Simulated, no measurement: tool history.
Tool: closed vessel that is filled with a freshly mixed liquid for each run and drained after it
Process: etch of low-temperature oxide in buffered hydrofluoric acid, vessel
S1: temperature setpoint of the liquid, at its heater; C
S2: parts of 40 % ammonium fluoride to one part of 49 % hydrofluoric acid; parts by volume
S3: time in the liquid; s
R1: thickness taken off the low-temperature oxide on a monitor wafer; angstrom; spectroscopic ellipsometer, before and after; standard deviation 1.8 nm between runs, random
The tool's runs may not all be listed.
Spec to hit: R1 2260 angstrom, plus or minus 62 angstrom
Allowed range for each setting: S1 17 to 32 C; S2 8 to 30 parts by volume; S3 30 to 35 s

{"run": 1, "hour": 0.0, "S1": 24, "S2": 22.5, "S3": 35, "R1": 1005.2}
{"run": 2, "hour": 9.1, "S1": 24, "S2": 22.5, "S3": 30, "R1": 873.53}
{"run": 3, "hour": 13.8, "S1": 24, "S2": 25.5, "S3": 30, "R1": 809.61}
{"run": 4, "hour": 21.7, "S1": 24, "S2": 25.5, "S3": 35, "R1": 932.33}
{"run": 5, "hour": 28.6, "S1": 25, "S2": 23.5, "S3": 35, "R1": 1036.6}
{"run": 6, "hour": 29.7, "S1": 26.5, "S2": 23.5, "S3": 35, "R1": 1141.4}
{"run": 7, "hour": 38.3, "S1": 27, "S2": 22, "S3": 35, "R1": 1204.2}
{"run": 8, "hour": 43.6, "S1": 27.5, "S2": 20.5, "S3": 35, "R1": 1301.7}
{"run": 9, "hour": 47.0, "S1": 28, "S2": 19.5, "S3": 35, "R1": 1411.4}
{"run": 10, "hour": 55.2, "S1": 28.5, "S2": 18.5, "S3": 35, "R1": 1513.1}
{"run": 11, "hour": 61.7, "S1": 29, "S2": 18, "S3": 35, "R1": 1580.2}
{"run": 12, "hour": 64.8, "S1": 29.5, "S2": 17.5, "S3": 35, "R1": 1686.9}
{"run": 13, "hour": 70.4, "S1": 30, "S2": 17, "S3": 35, "R1": 1782.7}
{"run": 14, "hour": 79.0, "S1": 30, "S2": 16.5, "S3": 35, "R1": 1830.3}
{"run": 15, "hour": 80.8, "S1": 32, "S2": 13, "S3": 35, "R1": 2549.2}
{"run": 16, "hour": 87.0, "S1": 31, "S2": 13, "S3": 35, "R1": 2419.2}

Exercise: of the 5 proposed moves below, exactly one satisfies all targets within the stated allowed misses. Which move is it?
{"run": "A", "hour": 93.2, "S1": 28.5, "S2": 11.5, "S3": 35, "R1": "?"}
{"run": "B", "hour": 93.2, "S1": 28, "S2": 11.5, "S3": 35, "R1": "?"}
{"run": "C", "hour": 93.2, "S1": 27, "S2": 10.5, "S3": 35, "R1": "?"}
{"run": "D", "hour": 93.2, "S1": 29.5, "S2": 11, "S3": 30, "R1": "?"}
{"run": "E", "hour": 93.2, "S1": 30.5, "S2": 10.5, "S3": 30, "R1": "?"}

move=A R1=2427.6
move=B R1=2364.1
move=C R1=2449
move=D R1=2290.8
move=E R1=2525.9
A: further off than the last run
B: gains on the last run, yet a result remains outside its allowed miss
C: further off than the last run
D: all results land within tolerance of their targets
E: further off than the last run
The right move is D.
